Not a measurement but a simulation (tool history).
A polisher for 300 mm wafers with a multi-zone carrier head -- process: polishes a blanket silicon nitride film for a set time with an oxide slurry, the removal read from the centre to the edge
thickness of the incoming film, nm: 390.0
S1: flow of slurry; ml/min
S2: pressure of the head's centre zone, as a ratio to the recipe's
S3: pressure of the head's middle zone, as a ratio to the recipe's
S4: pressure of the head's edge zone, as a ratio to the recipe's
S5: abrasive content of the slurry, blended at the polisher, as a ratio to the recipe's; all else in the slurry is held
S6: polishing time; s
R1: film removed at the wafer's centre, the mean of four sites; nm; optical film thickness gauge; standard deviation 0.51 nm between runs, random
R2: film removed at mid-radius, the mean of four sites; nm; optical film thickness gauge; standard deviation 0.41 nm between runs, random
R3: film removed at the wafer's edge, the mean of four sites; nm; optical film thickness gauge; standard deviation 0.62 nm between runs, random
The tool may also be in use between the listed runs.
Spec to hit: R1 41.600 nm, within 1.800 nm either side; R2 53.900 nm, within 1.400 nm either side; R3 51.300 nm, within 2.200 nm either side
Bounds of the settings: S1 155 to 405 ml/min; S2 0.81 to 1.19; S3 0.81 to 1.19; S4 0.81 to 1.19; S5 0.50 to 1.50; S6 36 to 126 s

{"run": 1, "hour": 0.0, "S1": 260, "S2": 1.0, "S3": 1.0, "S4": 1.0, "S5": 1.0, "S6": 81, "R1": 75.698, "R2": 78.766, "R3": 77.855}
{"run": 2, "hour": 0.9, "S1": 255, "S2": 0.98, "S3": 1.0, "S4": 0.99, "S5": 0.95, "S6": 80, "R1": 70.511, "R2": 74.111, "R3": 72.243}
{"run": 3, "hour": 5.9, "S1": 250, "S2": 0.96, "S3": 1.01, "S4": 1.0, "S5": 0.9, "S6": 79, "R1": 66.014, "R2": 70.613, "R3": 69.917}
{"run": 4, "hour": 9.3, "S1": 250, "S2": 0.96, "S3": 0.96, "S4": 1.0, "S5": 0.9, "S6": 79, "R1": 68.074, "R2": 68.032, "R3": 71.899}
{"run": 5, "hour": 12.9, "S1": 250, "S2": 0.96, "S3": 0.96, "S4": 1.0, "S5": 0.9, "S6": 60, "R1": 50.605, "R2": 51.973, "R3": 55.19}
{"run": 6, "hour": 21.9, "S1": 250, "S2": 0.94, "S3": 0.97, "S4": 1.0, "S5": 0.9, "S6": 60, "R1": 50.191, "R2": 52.206, "R3": 53.742}
{"run": 7, "hour": 30.4, "S1": 245, "S2": 0.92, "S3": 0.99, "S4": 1.02, "S5": 0.9, "S6": 60, "R1": 48.493, "R2": 52.533, "R3": 55.548}
{"run": 8, "hour": 38.3, "S1": 245, "S2": 0.91, "S3": 1.0, "S4": 1.02, "S5": 0.9, "S6": 60, "R1": 47.238, "R2": 54.005, "R3": 54.546}
{"run": 9, "hour": 44.9, "S1": 215, "S2": 0.82, "S3": 1.01, "S4": 0.97, "S5": 0.85, "S6": 60, "R1": 41.101, "R2": 51.374, "R3": 49.628}
{"run": 10, "hour": 50.3, "S1": 220, "S2": 0.82, "S3": 1.01, "S4": 0.97, "S5": 0.85, "S6": 60, "R1": 40.527, "R2": 51.932, "R3": 50.467}
{"run": 11, "hour": 52.6, "S1": 225, "S2": 0.82, "S3": 1.01, "S4": 0.97, "S5": 0.85, "S6": 60, "R1": 40.902, "R2": 51.859, "R3": 49.792}
{"run": 12, "hour": 61.4, "S1": 225, "S2": 0.82, "S3": 1.01, "S4": 0.97, "S5": 0.85, "S6": 60, "R1": 41.187, "R2": 50.979, "R3": 49.96}
{"run": 13, "hour": 69.6, "S1": 225, "S2": 0.82, "S3": 1.02, "S4": 0.97, "S5": 0.85, "S6": 60, "R1": 40.064, "R2": 51.456, "R3": 50.082}
{"run": 14, "hour": 75.2, "S1": 225, "S2": 0.84, "S3": 1.04, "S4": 0.97, "S5": 0.85, "S6": 60, "R1": 42.525, "R2": 52.433, "R3": 49.704}
{"run": 15, "hour": 75.9, "S1": 235, "S2": 0.81, "S3": 1.06, "S4": 1.01, "S5": 0.9, "S6": 60, "R1": 42.34, "R2": 56.723, "R3": 54.725}
{"run": 16, "hour": 83.9, "S1": 230, "S2": 0.81, "S3": 1.06, "S4": 1.01, "S5": 0.9, "S6": 60, "R1": 42.206, "R2": 55.304, "R3": 53.121}

Consider the 5 candidate settings below. Which is the only one whose results all fall within their allowed miss of target?
{"run": "A", "hour": 91.9, "S1": 285, "S2": 0.85, "S3": 1.1, "S4": 1.06, "S5": 0.85, "S6": 57, "R1": "?", "R2": "?", "R3": "?"}
{"run": "B", "hour": 91.9, "S1": 300, "S2": 0.95, "S3": 1.15, "S4": 0.88, "S5": 0.6, "S6": 78, "R1": "?", "R2": "?", "R3": "?"}
{"run": "C", "hour": 91.9, "S1": 265, "S2": 0.97, "S3": 1.19, "S4": 0.81, "S5": 0.9, "S6": 55, "R1": "?", "R2": "?", "R3": "?"}
{"run": "D", "hour": 91.9, "S1": 260, "S2": 0.95, "S3": 1.18, "S4": 0.86, "S5": 0.8, "S6": 61, "R1": "?", "R2": "?", "R3": "?"}
{"run": "E", "hour": 91.9, "S1": 190, "S2": 0.83, "S3": 1.1, "S4": 0.99, "S5": 0.8, "S6": 68, "R1": "?", "R2": "?", "R3": "?"}

move=A R1=40.842 R2=54.020 R3=51.114
move=B R1=46.062 R2=56.511 R3=47.431
move=C R1=46.464 R2=57.558 R3=45.501
move=D R1=46.199 R2=58.040 R3=47.364
move=E R1=42.637 R2=58.143 R3=54.145
A: in spec on every target
B: moves away from the targets compared with the last run
C: moves away from the targets compared with the last run
D: moves away from the targets compared with the last run
E: moves away from the targets compared with the last run
Answer: A

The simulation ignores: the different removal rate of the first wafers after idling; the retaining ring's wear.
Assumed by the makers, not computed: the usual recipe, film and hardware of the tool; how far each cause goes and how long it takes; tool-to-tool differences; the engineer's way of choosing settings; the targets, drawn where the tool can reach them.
